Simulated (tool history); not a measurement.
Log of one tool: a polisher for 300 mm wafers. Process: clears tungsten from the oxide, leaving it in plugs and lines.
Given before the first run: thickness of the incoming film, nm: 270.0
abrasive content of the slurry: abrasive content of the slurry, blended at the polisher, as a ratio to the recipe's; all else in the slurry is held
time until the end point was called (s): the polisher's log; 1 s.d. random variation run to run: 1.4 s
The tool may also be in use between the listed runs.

run    day  flow of slurry (ml/min)  pressure of the wafer on the pad (psi)  speed of the pad under the wafer (cm/s)  abrasive content of the slurry  overpolish time after the end point (s)  time until the end point was called (s)
  1      0                      150                                     2.8                                      140                               1                                       10                                   55.927
  2  0.121                      150                                     2.8                                      140                             1.2                                       10                                   52.372
  3  0.312                      125                                     2.8                                      140                             1.2                                       10                                   56.234
  4  0.379                      120                                     2.6                                      138                             1.2                                       10                                   59.096
  5  0.621                      120                                     2.4                                      132                             1.2                                       10                                   66.867
  6  0.833                      120                                     2.4                                      132                             1.2                                       10                                   67.708
  7  1.138                      120                                     2.2                                      130                             1.2                                       10                                   72.241
  8  1.175                      120                                     2.1                                      128                             1.2                                       10                                    77.68
  9  1.296                      120                                       2                                      128                             1.2                                       10                                   79.874
 10    1.4                      120                                     1.9                                      128                             1.2                                       10                                   84.973
 11  1.475                      120                                     1.8                                      128                             1.2                                       10                                   88.548

Run 12 is up next; what results do you expect?
 12  1.708                      120                                     1.7                                      128                             1.2                                       10                                        ?

time until the end point was called (s): 93.739
